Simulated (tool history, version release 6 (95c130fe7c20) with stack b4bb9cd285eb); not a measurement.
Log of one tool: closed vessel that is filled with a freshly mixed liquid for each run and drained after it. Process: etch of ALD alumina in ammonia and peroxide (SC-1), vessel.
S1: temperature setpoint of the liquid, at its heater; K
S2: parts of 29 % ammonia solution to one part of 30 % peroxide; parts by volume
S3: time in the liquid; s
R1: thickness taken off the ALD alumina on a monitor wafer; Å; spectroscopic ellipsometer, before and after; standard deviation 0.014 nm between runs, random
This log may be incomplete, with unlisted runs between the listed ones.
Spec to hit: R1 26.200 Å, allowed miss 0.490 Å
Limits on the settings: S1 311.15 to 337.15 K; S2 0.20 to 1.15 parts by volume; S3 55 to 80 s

Run 1, hour 0.0: S1 321.15 K, S2 0.65 parts by volume, S3 80 s. Result: R1 38.931 Å.
Run 2, hour 5.2: S1 319.65 K, S2 0.65 parts by volume, S3 80 s. Result: R1 36.026 Å.
Run 3, hour 10.4: S1 318.15 K, S2 0.65 parts by volume, S3 80 s. Result: R1 32.667 Å.
Run 4, hour 15.1: S1 318.15 K, S2 0.55 parts by volume, S3 80 s. Result: R1 33.018 Å.
Run 5, hour 18.7: S1 317.15 K, S2 0.55 parts by volume, S3 80 s. Result: R1 30.460 Å.
Run 6, hour 26.0: S1 324.15 K, S2 0.55 parts by volume, S3 80 s. Result: R1 45.682 Å.
Run 7, hour 31.0: S1 321.65 K, S2 0.55 parts by volume, S3 80 s. Result: R1 39.968 Å.
Run 8, hour 37.0: S1 319.65 K, S2 0.55 parts by volume, S3 80 s. Result: R1 35.819 Å.

Next run, 4 choices. One meets every target within its allowed miss, the rest don't. Which?
Run A, hour 43.0: S1 317.65 K, S2 0.50 parts by volume, S3 70 s. Result: R1 ?.
Run B, hour 43.0: S1 324.65 K, S2 0.55 parts by volume, S3 80 s. Result: R1 ?.
Run C, hour 43.0: S1 321.65 K, S2 0.35 parts by volume, S3 55 s. Result: R1 ?.
Run D, hour 43.0: S1 320.15 K, S2 0.55 parts by volume, S3 60 s. Result: R1 ?.

move      R1
   A  27.439
   B  46.760
   C  26.111
   D  27.345
A: closer than the last run, but not yet in spec
B: misses by more than the last run did
C: meets every target
D: closer than the last run, but not yet in spec
The right move is C.

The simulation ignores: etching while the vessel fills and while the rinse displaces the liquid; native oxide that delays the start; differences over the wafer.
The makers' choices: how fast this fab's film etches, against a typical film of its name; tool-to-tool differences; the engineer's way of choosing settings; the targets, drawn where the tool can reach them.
